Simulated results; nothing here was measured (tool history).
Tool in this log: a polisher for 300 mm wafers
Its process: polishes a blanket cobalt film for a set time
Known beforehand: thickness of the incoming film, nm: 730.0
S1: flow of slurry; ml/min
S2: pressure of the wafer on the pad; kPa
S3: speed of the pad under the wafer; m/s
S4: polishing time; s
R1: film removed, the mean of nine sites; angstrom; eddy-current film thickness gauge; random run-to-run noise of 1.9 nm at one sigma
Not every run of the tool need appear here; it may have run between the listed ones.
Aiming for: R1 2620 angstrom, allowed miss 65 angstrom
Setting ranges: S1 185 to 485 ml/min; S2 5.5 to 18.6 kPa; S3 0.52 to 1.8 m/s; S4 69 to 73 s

{"run": 1, "hour": 0.0, "S1": 310, "S2": 11.7, "S3": 1.16, "S4": 69, "R1": 2848.4}
{"run": 2, "hour": 7.5, "S1": 310, "S2": 11.7, "S3": 1.16, "S4": 69, "R1": 2846.3}
{"run": 3, "hour": 15.5, "S1": 355, "S2": 11.7, "S3": 1.16, "S4": 69, "R1": 2868.1}
{"run": 4, "hour": 23.7, "S1": 355, "S2": 11.7, "S3": 1.16, "S4": 69, "R1": 2872.5}
{"run": 5, "hour": 30.1, "S1": 355, "S2": 11, "S3": 1.16, "S4": 69, "R1": 2747.8}
{"run": 6, "hour": 34.2, "S1": 355, "S2": 11, "S3": 1.16, "S4": 69, "R1": 2730.3}
{"run": 7, "hour": 39.5, "S1": 350, "S2": 11, "S3": 1.16, "S4": 69, "R1": 2724}
{"run": 8, "hour": 40.5, "S1": 345, "S2": 11, "S3": 1.16, "S4": 69, "R1": 2700.8}

Consider the 4 candidate settings below. Which is the only one whose results all fall within their allowed miss of target?
{"run": "A", "hour": 41.5, "S1": 275, "S2": 9, "S3": 1.26, "S4": 72, "R1": "?"}
{"run": "B", "hour": 41.5, "S1": 370, "S2": 11.7, "S3": 0.96, "S4": 73, "R1": "?"}
{"run": "C", "hour": 41.5, "S1": 360, "S2": 10.3, "S3": 1.08, "S4": 69, "R1": "?"}
{"run": "D", "hour": 41.5, "S1": 300, "S2": 9, "S3": 1.4, "S4": 73, "R1": "?"}

move=A R1=2517.4
move=B R1=2601.6
move=C R1=2434.2
move=D R1=2816.4
A: the result that was furthest off in the last run now lies on the other side of its target
B: all results in spec
C: the result that was furthest off in the last run now lies on the other side of its target
D: moves away from the targets compared with the last run
The right move is B.
